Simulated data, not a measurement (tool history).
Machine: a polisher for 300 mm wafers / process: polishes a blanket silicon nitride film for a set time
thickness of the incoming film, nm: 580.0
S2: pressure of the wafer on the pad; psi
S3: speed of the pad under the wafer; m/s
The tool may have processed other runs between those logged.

run 1 day=0.000 | flow_of_slurry_(ml/min)=270 S2=2.9 S3=0.82 polishing_time_(s)=48 | film_removed_(Å)=578.22
run 2 day=0.221 | flow_of_slurry_(ml/min)=270 S2=2.9 S3=0.68 polishing_time_(s)=48 | film_removed_(Å)=507.10
run 3 day=0.383 | flow_of_slurry_(ml/min)=270 S2=3.1 S3=0.68 polishing_time_(s)=48 | film_removed_(Å)=550.35
run 4 day=0.708 | flow_of_slurry_(ml/min)=270 S2=3.1 S3=0.68 polishing_time_(s)=48 | film_removed_(Å)=542.72
run 5 day=0.942 | flow_of_slurry_(ml/min)=320 S2=3.1 S3=0.68 polishing_time_(s)=48 | film_removed_(Å)=557.73
run 6 day=1.188 | flow_of_slurry_(ml/min)=320 S2=3.3 S3=0.68 polishing_time_(s)=48 | film_removed_(Å)=592.82
run 7 day=1.221 | flow_of_slurry_(ml/min)=320 S2=3.3 S3=0.68 polishing_time_(s)=48 | film_removed_(Å)=597.13

The next listed run, before its measurement:
run 8 day=1.488 | flow_of_slurry_(ml/min)=320 S2=3.5 S3=0.68 polishing_time_(s)=48 | film_removed_(Å)=?

film removed (Å): 625.98
